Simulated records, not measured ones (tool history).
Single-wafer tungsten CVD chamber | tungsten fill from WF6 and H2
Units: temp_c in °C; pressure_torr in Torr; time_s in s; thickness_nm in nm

| run | hour | temp_c | pressure_torr | time_s | thickness_nm |
|---|---|---|---|---|---|
| 1 | 0 | 390 | 51 | 28.6 | 79.787 |
| 2 | 1 | 390 | 51 | 29.5 | 82.08 |
| 3 | 7.7 | 393 | 51.9 | 29.5 | 88.68 |
| 4 | 11.5 | 396 | 52.1 | 29.5 | 94.459 |
| 5 | 20.3 | 398 | 52.3 | 29.5 | 98.733 |
| 6 | 22.7 | 398 | 52.3 | 28.6 | 94.969 |
| 7 | 28.7 | 400 | 52.9 | 28.6 | 100.91 |
| 8 | 33.8 | 402 | 53 | 28.6 | 104.75 |
|  | 36.2 | thermocouple changed; heater temperature recalibrated |
| 9 | 36.2 | 404 | 53.3 | 28.6 | 120.1 |
| 10 | 39.1 | 405 | 53.3 | 28.6 | 122.37 |
| 11 | 45.5 | 406 | 53.3 | 28.6 | 124.24 |

Forecast run 12:
| 12 | 51.4 | 408 | 53.3 | 28.6 | ? |

{"run 12": {"thickness_nm": 129.34}}
